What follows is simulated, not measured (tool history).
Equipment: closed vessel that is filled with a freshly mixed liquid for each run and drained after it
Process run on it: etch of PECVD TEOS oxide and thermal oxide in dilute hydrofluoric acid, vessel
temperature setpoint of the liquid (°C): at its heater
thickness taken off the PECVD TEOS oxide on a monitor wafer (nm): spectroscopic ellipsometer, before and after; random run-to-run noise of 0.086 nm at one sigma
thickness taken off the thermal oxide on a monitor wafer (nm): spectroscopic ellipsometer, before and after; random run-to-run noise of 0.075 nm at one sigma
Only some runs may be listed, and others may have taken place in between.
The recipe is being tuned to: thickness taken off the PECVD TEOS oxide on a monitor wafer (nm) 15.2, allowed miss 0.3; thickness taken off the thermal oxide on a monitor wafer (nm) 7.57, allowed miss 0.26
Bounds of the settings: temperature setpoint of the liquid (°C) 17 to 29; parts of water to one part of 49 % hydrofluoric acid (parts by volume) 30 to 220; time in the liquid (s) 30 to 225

run  hour  temperature setpoint of the liquid (°C)  parts of water to one part of 49 % hydrofluoric acid (parts by volume)  time in the liquid (s)  thickness taken off the PECVD TEOS oxide on a monitor wafer (nm)  thickness taken off the thermal oxide on a monitor wafer (nm)
  1     0                                       21                                                                     125                     115                                                            7.2828                                                         3.6226
  2   1.6                                       21                                                                     125                      95                                                            5.9351                                                         2.9693
  3   7.6                                       21                                                                     165                      95                                                            4.3456                                                         2.1528
  4  16.5                                       21                                                                     165                     130                                                            5.9037                                                         2.9218
  5  17.6                                       21                                                                     165                     170                                                            7.7331                                                         3.8894
  6  21.1                                     22.5                                                                     160                     170                                                            8.4949                                                           4.24
  7    23                                     23.5                                                                     150                     170                                                            9.5604                                                         4.6502
  8  31.8                                       25                                                                     100                     175                                                            16.534                                                         8.3228
  9  40.1                                     24.5                                                                     100                     175                                                            16.108                                                         8.1082
 10  46.5                                     23.5                                                                     100                     175                                                            15.525                                                         7.7053

Of the 4 settings listed for the next run, only one would bring every result within its allowed miss of target. Which one?
  A  52.9                                     19.5                                                                      75                     155                                                                 ?                                                              ?
  B  52.9                                       17                                                                      95                     220                                                                 ?                                                              ?
  C  52.9                                       23                                                                      85                     145                                                                 ?                                                              ?
  D  52.9                                     24.5                                                                      75                     125                                                                 ?                                                              ?

move  thickness taken off the PECVD TEOS oxide on a monitor wafer (nm)  thickness taken off the thermal oxide on a monitor wafer (nm)
   A                                                            16.178                                                         7.9413
   B                                                            15.963                                                         7.8357
   C                                                            15.242                                                         7.4817
   D                                                             16.02                                                         7.8636
A: its largest miss is bigger than the last run's
B: its largest miss is bigger than the last run's
C: hits every target within its allowed miss
D: its largest miss is bigger than the last run's
Go with C: it meets all targets.
